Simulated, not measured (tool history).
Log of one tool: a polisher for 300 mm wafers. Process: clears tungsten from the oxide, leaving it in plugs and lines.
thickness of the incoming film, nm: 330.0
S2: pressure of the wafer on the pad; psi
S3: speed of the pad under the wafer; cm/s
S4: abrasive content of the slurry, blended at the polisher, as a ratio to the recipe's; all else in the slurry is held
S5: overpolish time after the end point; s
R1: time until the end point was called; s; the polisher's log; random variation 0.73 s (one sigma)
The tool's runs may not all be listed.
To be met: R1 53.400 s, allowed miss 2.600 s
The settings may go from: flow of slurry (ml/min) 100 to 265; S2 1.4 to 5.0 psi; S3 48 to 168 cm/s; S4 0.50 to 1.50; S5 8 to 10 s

run 1 hour=0.0 | flow_of_slurry_(ml/min)=170 S2=3.2 S3=108 S4=1.00 S5=10 | R1=77.886
run 2 hour=6.1 | flow_of_slurry_(ml/min)=170 S2=3.2 S3=108 S4=1.00 S5=8 | R1=79.877
run 3 hour=10.0 | flow_of_slurry_(ml/min)=170 S2=3.2 S3=108 S4=1.15 S5=8 | R1=77.395
run 4 hour=18.4 | flow_of_slurry_(ml/min)=170 S2=3.2 S3=134 S4=1.15 S5=8 | R1=66.397
run 5 hour=25.2 | flow_of_slurry_(ml/min)=170 S2=3.3 S3=134 S4=1.15 S5=8 | R1=62.707
run 6 hour=25.8 | flow_of_slurry_(ml/min)=205 S2=3.3 S3=134 S4=1.15 S5=8 | R1=61.483
run 7 hour=32.6 | flow_of_slurry_(ml/min)=205 S2=3.4 S3=134 S4=1.15 S5=8 | R1=60.107
run 8 hour=38.5 | flow_of_slurry_(ml/min)=205 S2=3.6 S3=134 S4=1.15 S5=8 | R1=56.554
run 9 hour=43.7 | flow_of_slurry_(ml/min)=205 S2=3.6 S3=134 S4=1.15 S5=8 | R1=58.381

5 next moves are on the table. One of them brings every result within its allowed miss. Which?
run A hour=48.9 | flow_of_slurry_(ml/min)=220 S2=3.8 S3=130 S4=1.30 S5=8 | R1=?
run B hour=48.9 | flow_of_slurry_(ml/min)=170 S2=4.4 S3=96 S4=1.15 S5=8 | R1=?
run C hour=48.9 | flow_of_slurry_(ml/min)=205 S2=4.8 S3=92 S4=0.90 S5=8 | R1=?
run D hour=48.9 | flow_of_slurry_(ml/min)=165 S2=3.5 S3=150 S4=1.00 S5=10 | R1=?
run E hour=48.9 | flow_of_slurry_(ml/min)=195 S2=4.3 S3=108 S4=0.95 S5=8 | R1=?

move=A R1=52.442
move=B R1=59.281
move=C R1=57.007
move=D R1=56.491
move=E R1=57.097
A: meets every target
B: further off than the last run
C: nearer than the last run, and not there yet
D: nearer than the last run, and not there yet
E: nearer than the last run, and not there yet
Move A is the one to make.
